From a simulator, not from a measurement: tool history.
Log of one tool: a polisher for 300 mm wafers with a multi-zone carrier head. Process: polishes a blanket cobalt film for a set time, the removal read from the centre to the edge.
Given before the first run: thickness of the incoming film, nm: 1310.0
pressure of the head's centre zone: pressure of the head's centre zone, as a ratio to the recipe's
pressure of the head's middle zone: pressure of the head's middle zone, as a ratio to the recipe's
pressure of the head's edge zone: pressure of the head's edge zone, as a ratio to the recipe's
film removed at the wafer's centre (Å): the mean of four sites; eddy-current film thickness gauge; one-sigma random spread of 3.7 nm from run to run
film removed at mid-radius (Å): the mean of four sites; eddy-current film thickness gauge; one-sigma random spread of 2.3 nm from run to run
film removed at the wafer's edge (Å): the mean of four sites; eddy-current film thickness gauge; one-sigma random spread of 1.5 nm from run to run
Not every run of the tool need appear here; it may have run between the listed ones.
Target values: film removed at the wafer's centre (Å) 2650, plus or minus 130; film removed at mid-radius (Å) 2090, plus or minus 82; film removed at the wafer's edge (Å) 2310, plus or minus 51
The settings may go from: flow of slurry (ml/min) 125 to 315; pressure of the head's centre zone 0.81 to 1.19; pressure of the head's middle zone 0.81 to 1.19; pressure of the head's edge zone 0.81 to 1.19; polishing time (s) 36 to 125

| run | hour | flow of slurry (ml/min) | pressure of the head's centre zone | pressure of the head's middle zone | pressure of the head's edge zone | polishing time (s) | film removed at the wafer's centre (Å) | film removed at mid-radius (Å) | film removed at the wafer's edge (Å) |
|---|---|---|---|---|---|---|---|---|---|
| 1 | 0 | 205 | 1 | 1 | 1 | 80 | 4221.9 | 4049.6 | 4016 |
| 2 | 0.9 | 200 | 1.01 | 0.96 | 0.98 | 72 | 3895.8 | 3576.1 | 3635.3 |
| 3 | 6.3 | 200 | 1.01 | 0.87 | 0.98 | 72 | 3731.7 | 3393 | 3652.6 |
| 4 | 12.4 | 195 | 1.03 | 0.86 | 0.97 | 65 | 3425 | 2933.8 | 3234.1 |
| 5 | 13 | 195 | 1.03 | 0.95 | 0.97 | 65 | 3525.5 | 3171.7 | 3216.2 |
| 6 | 16.7 | 180 | 1.03 | 0.95 | 0.97 | 65 | 3390.4 | 3176.1 | 3172.3 |
| 7 | 18.3 | 180 | 1.03 | 0.95 | 0.97 | 65 | 3497.8 | 3082.9 | 3184.7 |
| 8 | 26.5 | 170 | 1.03 | 0.93 | 0.95 | 61 | 3184.8 | 2887.5 | 2941.5 |
|  | 28.3 | edge zone pressure recalibrated |
| 9 | 28.3 | 180 | 1.13 | 0.83 | 0.97 | 39 | 2259.7 | 1729.3 | 1985.8 |
| 10 | 31.4 | 200 | 1.13 | 0.84 | 0.98 | 40 | 2362.9 | 1789.3 | 2046 |
| 11 | 32.1 | 215 | 1.12 | 0.85 | 0.99 | 41 | 2429.6 | 1872 | 2123.5 |
| 12 | 36.8 | 225 | 1.12 | 0.86 | 1 | 41 | 2431.8 | 1924.3 | 2158.2 |
| 13 | 44.8 | 235 | 1.12 | 0.86 | 1.01 | 42 | 2533.9 | 2003.7 | 2244.8 |
| 14 | 51.9 | 240 | 1.12 | 0.86 | 1.01 | 42 | 2562.3 | 2002.7 | 2209.2 |
| 15 | 58.9 | 240 | 1.12 | 0.86 | 1.01 | 42 | 2546.6 | 1946.1 | 2241.7 |

4 candidate next runs follow, results not yet known. Just one meets every target within its allowed miss. Identify it.
| A | 65.9 | 180 | 1.19 | 0.81 | 1.05 | 42 | ? | ? | ? |
| B | 65.9 | 255 | 1.12 | 0.81 | 0.92 | 42 | ? | ? | ? |
| C | 65.9 | 255 | 1.16 | 0.91 | 1.06 | 42 | ? | ? | ? |
| D | 65.9 | 295 | 1.19 | 0.81 | 1.09 | 38 | ? | ? | ? |

| move | film removed at the wafer's centre (Å) | film removed at mid-radius (Å) | film removed at the wafer's edge (Å) |
|---|---|---|---|
| A | 2521.2 | 1820.9 | 2210.6 |
| B | 2512.2 | 1918.3 | 2156 |
| C | 2604 | 2066.5 | 2305.2 |
| D | 2459.5 | 1762.8 | 2143.4 |
A: moves away from the targets compared with the last run
B: moves away from the targets compared with the last run
C: hits every target within its allowed miss
D: moves away from the targets compared with the last run
Move C is the one to make.
